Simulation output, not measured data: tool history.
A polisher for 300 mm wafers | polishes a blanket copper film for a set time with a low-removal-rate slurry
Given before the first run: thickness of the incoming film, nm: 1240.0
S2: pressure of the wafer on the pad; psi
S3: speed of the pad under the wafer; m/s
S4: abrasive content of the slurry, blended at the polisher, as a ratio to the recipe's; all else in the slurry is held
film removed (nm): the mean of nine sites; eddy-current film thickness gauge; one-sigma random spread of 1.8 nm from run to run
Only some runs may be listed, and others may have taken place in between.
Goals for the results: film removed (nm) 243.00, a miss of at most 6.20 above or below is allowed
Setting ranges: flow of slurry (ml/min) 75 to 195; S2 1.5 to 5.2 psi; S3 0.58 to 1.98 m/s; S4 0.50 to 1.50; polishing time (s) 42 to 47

run 1 hour=0.0 | flow_of_slurry_(ml/min)=125 S2=3.3 S3=1.28 S4=1.00 polishing_time_(s)=47 | film_removed_(nm)=173.80
run 2 hour=6.8 | flow_of_slurry_(ml/min)=125 S2=2.9 S3=1.28 S4=1.00 polishing_time_(s)=47 | film_removed_(nm)=152.18
run 3 hour=12.3 | flow_of_slurry_(ml/min)=140 S2=3.3 S3=1.28 S4=1.00 polishing_time_(s)=47 | film_removed_(nm)=179.87
run 4 hour=17.4 | flow_of_slurry_(ml/min)=150 S2=3.5 S3=1.28 S4=1.00 polishing_time_(s)=47 | film_removed_(nm)=193.43
run 5 hour=21.6 | flow_of_slurry_(ml/min)=150 S2=3.5 S3=1.28 S4=0.85 polishing_time_(s)=47 | film_removed_(nm)=185.16
-- hour=29.7 slurry nozzle cleaned
run 6 hour=29.7 | flow_of_slurry_(ml/min)=160 S2=3.7 S3=1.28 S4=0.85 polishing_time_(s)=47 | film_removed_(nm)=205.85
run 7 hour=30.3 | flow_of_slurry_(ml/min)=170 S2=3.8 S3=1.28 S4=0.85 polishing_time_(s)=47 | film_removed_(nm)=212.38
run 8 hour=33.7 | flow_of_slurry_(ml/min)=175 S2=3.9 S3=1.28 S4=0.85 polishing_time_(s)=47 | film_removed_(nm)=220.96
run 9 hour=41.4 | flow_of_slurry_(ml/min)=180 S2=4.0 S3=1.28 S4=0.85 polishing_time_(s)=47 | film_removed_(nm)=229.52
run 10 hour=46.1 | flow_of_slurry_(ml/min)=185 S2=4.0 S3=1.28 S4=0.85 polishing_time_(s)=47 | film_removed_(nm)=226.93
run 11 hour=51.1 | flow_of_slurry_(ml/min)=185 S2=4.1 S3=1.28 S4=0.85 polishing_time_(s)=47 | film_removed_(nm)=229.79

Pick the move, out of 4, that brings all results within their allowed miss; only one does.
run A hour=56.1 | flow_of_slurry_(ml/min)=195 S2=3.8 S3=1.28 S4=0.85 polishing_time_(s)=46 | film_removed_(nm)=?
run B hour=56.1 | flow_of_slurry_(ml/min)=180 S2=4.1 S3=1.36 S4=1.00 polishing_time_(s)=45 | film_removed_(nm)=?
run C hour=56.1 | flow_of_slurry_(ml/min)=160 S2=4.4 S3=1.18 S4=0.75 polishing_time_(s)=47 | film_removed_(nm)=?
run D hour=56.1 | flow_of_slurry_(ml/min)=165 S2=3.6 S3=1.34 S4=1.00 polishing_time_(s)=46 | film_removed_(nm)=?

move=A film_removed_(nm)=212.98
move=B film_removed_(nm)=244.38
move=C film_removed_(nm)=216.66
move=D film_removed_(nm)=215.13
A: further off than the last run
B: meets every target
C: further off than the last run
D: further off than the last run
The right move is B.

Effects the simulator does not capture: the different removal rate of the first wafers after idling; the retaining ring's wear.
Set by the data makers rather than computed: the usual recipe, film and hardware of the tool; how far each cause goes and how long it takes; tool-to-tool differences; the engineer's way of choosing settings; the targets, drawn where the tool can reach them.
